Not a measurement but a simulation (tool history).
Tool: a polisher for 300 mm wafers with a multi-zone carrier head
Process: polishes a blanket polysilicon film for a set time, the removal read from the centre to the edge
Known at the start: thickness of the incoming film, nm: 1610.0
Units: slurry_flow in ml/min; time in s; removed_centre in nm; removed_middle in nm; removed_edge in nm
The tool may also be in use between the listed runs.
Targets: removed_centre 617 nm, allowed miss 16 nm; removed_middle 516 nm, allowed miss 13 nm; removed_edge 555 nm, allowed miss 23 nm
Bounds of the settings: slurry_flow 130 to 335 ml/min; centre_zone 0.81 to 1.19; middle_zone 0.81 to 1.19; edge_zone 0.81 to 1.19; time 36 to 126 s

{"run": 1, "day": 0.0, "slurry_flow": 215, "centre_zone": 1, "middle_zone": 1, "edge_zone": 1, "time": 81, "removed_centre": 499.39, "removed_middle": 508.98, "removed_edge": 508.14}
{"run": 2, "day": 0.167, "slurry_flow": 215, "centre_zone": 1, "middle_zone": 1.06, "edge_zone": 1, "time": 81, "removed_centre": 503.08, "removed_middle": 534.59, "removed_edge": 510.95}
{"run": 3, "day": 0.408, "slurry_flow": 195, "centre_zone": 1, "middle_zone": 1.06, "edge_zone": 1, "time": 81, "removed_centre": 490.02, "removed_middle": 525.56, "removed_edge": 505.22}
{"run": 4, "day": 0.7, "slurry_flow": 220, "centre_zone": 1.03, "middle_zone": 1.03, "edge_zone": 1.02, "time": 81, "removed_centre": 520.98, "removed_middle": 521.85, "removed_edge": 519.7}
{"run": 5, "day": 0.758, "slurry_flow": 240, "centre_zone": 1.05, "middle_zone": 1.01, "edge_zone": 1.03, "time": 81, "removed_centre": 542.77, "removed_middle": 516.99, "removed_edge": 521.48}
{"run": 6, "day": 1.017, "slurry_flow": 240, "centre_zone": 1.05, "middle_zone": 1.09, "edge_zone": 1.03, "time": 81, "removed_centre": 537.34, "removed_middle": 549.7, "removed_edge": 518.79}
{"run": 7, "day": 1.175, "slurry_flow": 250, "centre_zone": 1.07, "middle_zone": 1.06, "edge_zone": 1.05, "time": 81, "removed_centre": 552.98, "removed_middle": 542.31, "removed_edge": 529.17}
{"run": 8, "day": 1.225, "slurry_flow": 260, "centre_zone": 1.09, "middle_zone": 1.04, "edge_zone": 1.06, "time": 81, "removed_centre": 566.52, "removed_middle": 534.93, "removed_edge": 534.33}
{"run": 9, "day": 1.512, "slurry_flow": 265, "centre_zone": 1.11, "middle_zone": 1.02, "edge_zone": 1.07, "time": 81, "removed_centre": 569.98, "removed_middle": 524.27, "removed_edge": 545.3}
{"run": 10, "day": 1.879, "slurry_flow": 275, "centre_zone": 1.13, "middle_zone": 1.01, "edge_zone": 1.07, "time": 81, "removed_centre": 593.23, "removed_middle": 528.64, "removed_edge": 540.53}
{"run": 11, "day": 2.171, "slurry_flow": 275, "centre_zone": 1.14, "middle_zone": 1, "edge_zone": 1.08, "time": 81, "removed_centre": 589.14, "removed_middle": 516.54, "removed_edge": 544.41}

5 next moves are on the table. One of them brings every result within its allowed miss. Which?
{"run": "A", "day": 2.462, "slurry_flow": 225, "centre_zone": 1.13, "middle_zone": 1.09, "edge_zone": 1.09, "time": 78, "removed_centre": "?", "removed_middle": "?", "removed_edge": "?"}
{"run": "B", "day": 2.462, "slurry_flow": 270, "centre_zone": 1.1, "middle_zone": 1, "edge_zone": 0.98, "time": 83, "removed_centre": "?", "removed_middle": "?", "removed_edge": "?"}
{"run": "C", "day": 2.462, "slurry_flow": 255, "centre_zone": 1.06, "middle_zone": 0.98, "edge_zone": 1.16, "time": 83, "removed_centre": "?", "removed_middle": "?", "removed_edge": "?"}
{"run": "D", "day": 2.462, "slurry_flow": 275, "centre_zone": 1.1, "middle_zone": 0.96, "edge_zone": 1.14, "time": 80, "removed_centre": "?", "removed_middle": "?", "removed_edge": "?"}
{"run": "E", "day": 2.462, "slurry_flow": 300, "centre_zone": 1.1, "middle_zone": 0.92, "edge_zone": 1.01, "time": 86, "removed_centre": "?", "removed_middle": "?", "removed_edge": "?"}

move=A removed_centre=555.17 removed_middle=524.54 removed_edge=517.92
move=B removed_centre=589.46 removed_middle=530.93 removed_edge=532.8
move=C removed_centre=563.6 removed_middle=518.47 removed_edge=576.76
move=D removed_centre=569.3 removed_middle=495.36 removed_edge=554.73
move=E removed_centre=618.09 removed_middle=518.74 removed_edge=565.54
A: further off than the last run
B: as far off as the last run
C: further off than the last run
D: further off than the last run
E: meets every target
Answer: E
